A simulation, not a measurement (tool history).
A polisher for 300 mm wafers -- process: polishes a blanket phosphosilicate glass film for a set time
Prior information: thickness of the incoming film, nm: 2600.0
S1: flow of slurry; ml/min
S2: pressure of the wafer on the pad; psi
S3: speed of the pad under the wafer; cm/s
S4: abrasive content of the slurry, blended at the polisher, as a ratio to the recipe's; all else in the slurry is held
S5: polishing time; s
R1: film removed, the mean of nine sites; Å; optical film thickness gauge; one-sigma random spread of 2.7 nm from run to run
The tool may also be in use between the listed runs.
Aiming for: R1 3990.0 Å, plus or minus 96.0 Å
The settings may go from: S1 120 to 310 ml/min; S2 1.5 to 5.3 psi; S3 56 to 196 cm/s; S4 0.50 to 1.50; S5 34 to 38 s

| run | hour | S1 | S2 | S3 | S4 | S5 | R1 |
|---|---|---|---|---|---|---|---|
| 1 | 0.0 | 200 | 3.4 | 126 | 1.00 | 38 | 3250.1 |
| 2 | 5.7 | 205 | 3.5 | 126 | 1.00 | 38 | 3349.9 |
| 3 | 13.1 | 210 | 3.6 | 126 | 1.00 | 38 | 3448.9 |
| 4 | 14.1 | 210 | 3.7 | 126 | 1.00 | 38 | 3548.2 |
| 5 | 19.7 | 210 | 3.7 | 110 | 1.00 | 38 | 3192.8 |
| 6 | 23.3 | 210 | 3.8 | 110 | 1.00 | 38 | 3267.7 |
| 7 | 29.3 | 215 | 3.9 | 110 | 1.00 | 38 | 3353.3 |
| 8 | 33.7 | 215 | 4.0 | 110 | 1.00 | 38 | 3483.6 |
| 9 | 35.6 | 215 | 4.1 | 110 | 1.00 | 38 | 3524.5 |
| 10 | 43.8 | 220 | 4.2 | 110 | 1.00 | 38 | 3639.9 |
| 11 | 48.7 | 225 | 4.4 | 110 | 1.00 | 38 | 3817.1 |
| 12 | 53.7 | 225 | 4.5 | 110 | 1.00 | 38 | 3845.6 |

4 candidate next runs follow, results not yet known. Just one meets every target within its allowed miss. Identify it.
| A | 58.7 | 180 | 4.3 | 134 | 1.15 | 34 | ? |
| B | 58.7 | 235 | 5.0 | 118 | 0.85 | 34 | ? |
| C | 58.7 | 245 | 3.9 | 112 | 1.10 | 38 | ? |
| D | 58.7 | 235 | 5.3 | 82 | 1.05 | 38 | ? |

| move | R1 |
|---|---|
| A | 4033.7 |
| B | 3765.8 |
| C | 3611.4 |
| D | 3701.1 |
A: all results land within tolerance of their targets
B: lands further from the targets than the last run did
C: lands further from the targets than the last run did
D: lands further from the targets than the last run did
The move that meets every target is A.

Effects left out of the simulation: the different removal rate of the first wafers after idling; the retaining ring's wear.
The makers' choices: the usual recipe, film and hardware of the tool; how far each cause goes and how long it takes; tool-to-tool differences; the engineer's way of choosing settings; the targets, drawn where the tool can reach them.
